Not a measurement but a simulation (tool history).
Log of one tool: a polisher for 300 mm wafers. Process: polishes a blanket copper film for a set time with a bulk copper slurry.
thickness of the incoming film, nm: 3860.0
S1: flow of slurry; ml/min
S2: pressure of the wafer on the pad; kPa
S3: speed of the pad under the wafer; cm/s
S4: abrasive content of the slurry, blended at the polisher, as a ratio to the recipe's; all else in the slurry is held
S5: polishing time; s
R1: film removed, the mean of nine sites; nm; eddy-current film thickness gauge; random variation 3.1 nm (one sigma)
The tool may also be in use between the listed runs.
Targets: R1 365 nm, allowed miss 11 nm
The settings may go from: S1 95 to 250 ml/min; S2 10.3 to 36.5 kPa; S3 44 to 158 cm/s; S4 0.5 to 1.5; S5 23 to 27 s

run	hour	S1	S2	S3	S4	S5	R1
1	0	160	23.4	100	1	27	229.21
2	7.8	165	25.5	100	1	27	250.77
3	11.1	205	25.5	100	1	27	254.28
4	15.9	205	26.9	100	1	27	268.01
5	16.8	205	28.3	100	1	27	286.72
6	22	205	28.3	108	1	27	304.12
7	30.1	205	29	108	1	27	315.38
8	32.4	205	29.6	108	1	27	318.67
9	33.6	205	30.3	108	1	27	321.52
10	41.7	205	31	108	1	27	334.02
11	49.3	205	31.7	108	1	27	337.85
12	52.9	205	32.4	108	1	27	348.56

4 next moves are on the table. One of them brings every result within its allowed miss. Which?
A	56.5	200	33.8	102	0.95	25	?
B	56.5	150	34.5	108	1.15	27	?
C	56.5	235	36.5	92	1	27	?
D	56.5	235	33.1	104	0.9	27	?

move	R1
A	310.7
B	359.03
C	337.02
D	338.47
A: further off than the last run
B: meets every target
C: further off than the last run
D: further off than the last run
The right move is B.
